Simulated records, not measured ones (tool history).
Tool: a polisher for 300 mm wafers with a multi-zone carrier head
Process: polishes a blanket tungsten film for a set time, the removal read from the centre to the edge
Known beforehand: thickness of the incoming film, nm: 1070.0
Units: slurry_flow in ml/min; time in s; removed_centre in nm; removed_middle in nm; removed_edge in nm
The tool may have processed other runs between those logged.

{"run": 1, "hour": 0.0, "slurry_flow": 160, "centre_zone": 1, "middle_zone": 1, "edge_zone": 1, "slurry_solids": 1, "time": 89, "removed_centre": 398.87, "removed_middle": 403.52, "removed_edge": 410.64}
{"run": 2, "hour": 3.6, "slurry_flow": 155, "centre_zone": 1, "middle_zone": 1, "edge_zone": 0.97, "slurry_solids": 0.95, "time": 89, "removed_centre": 393.48, "removed_middle": 393.49, "removed_edge": 398.99}
{"run": 3, "hour": 8.5, "slurry_flow": 155, "centre_zone": 0.93, "middle_zone": 1, "edge_zone": 0.97, "slurry_solids": 0.95, "time": 89, "removed_centre": 372.86, "removed_middle": 394.55, "removed_edge": 395.82}
{"run": 4, "hour": 15.1, "slurry_flow": 150, "centre_zone": 0.93, "middle_zone": 1, "edge_zone": 0.94, "slurry_solids": 0.9, "time": 89, "removed_centre": 368.24, "removed_middle": 389.89, "removed_edge": 378.63}
{"run": 5, "hour": 18.2, "slurry_flow": 145, "centre_zone": 0.93, "middle_zone": 1, "edge_zone": 0.93, "slurry_solids": 0.9, "time": 89, "removed_centre": 361.63, "removed_middle": 383.41, "removed_edge": 374.38}
{"run": 6, "hour": 25.8, "slurry_flow": 145, "centre_zone": 0.93, "middle_zone": 0.96, "edge_zone": 0.93, "slurry_solids": 0.9, "time": 89, "removed_centre": 363.86, "removed_middle": 366.71, "removed_edge": 378.39}
{"run": 7, "hour": 27.9, "slurry_flow": 140, "centre_zone": 0.93, "middle_zone": 0.97, "edge_zone": 0.91, "slurry_solids": 0.9, "time": 89, "removed_centre": 363.62, "removed_middle": 382.93, "removed_edge": 378.97}
{"run": 8, "hour": 29.1, "slurry_flow": 140, "centre_zone": 0.93, "middle_zone": 0.97, "edge_zone": 0.9, "slurry_solids": 0.85, "time": 89, "removed_centre": 358.33, "removed_middle": 370.67, "removed_edge": 365.6}

Run 9 has not been measured yet. What should we expect?
{"run": 9, "hour": 36.7, "slurry_flow": 140, "centre_zone": 0.93, "middle_zone": 0.97, "edge_zone": 0.89, "slurry_solids": 0.85, "time": 89, "removed_centre": "?", "removed_middle": "?", "removed_edge": "?"}

{"run 9": {"removed_centre": 361.6, "removed_middle": 367.54, "removed_edge": 364.15}}
